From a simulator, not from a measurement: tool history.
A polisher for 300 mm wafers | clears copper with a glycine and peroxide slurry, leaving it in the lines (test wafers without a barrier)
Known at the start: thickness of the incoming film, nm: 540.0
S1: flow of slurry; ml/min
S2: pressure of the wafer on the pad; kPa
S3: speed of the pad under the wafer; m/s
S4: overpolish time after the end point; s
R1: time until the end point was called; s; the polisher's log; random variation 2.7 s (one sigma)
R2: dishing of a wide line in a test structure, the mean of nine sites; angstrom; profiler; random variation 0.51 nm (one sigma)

run,hour,S1,S2,S3,S4,R1,R2
1,0.0,280,17.2,0.86,20,122.13,602.40
2,8.2,280,15.2,0.86,18,131.62,506.84
3,15.5,280,13.8,0.86,17,140.71,449.97
4,23.6,280,13.1,0.86,16,146.99,421.33
5,30.7,280,13.1,1.04,16,128.16,474.43
6,32.3,280,13.1,1.04,19,125.34,536.76
7,33.8,275,9.0,0.94,12,177.72,268.36

The next listed run, before its measurement:
8,41.2,275,9.7,0.94,13,?,?

R1: 170.61 s
R2: 302.84 angstrom
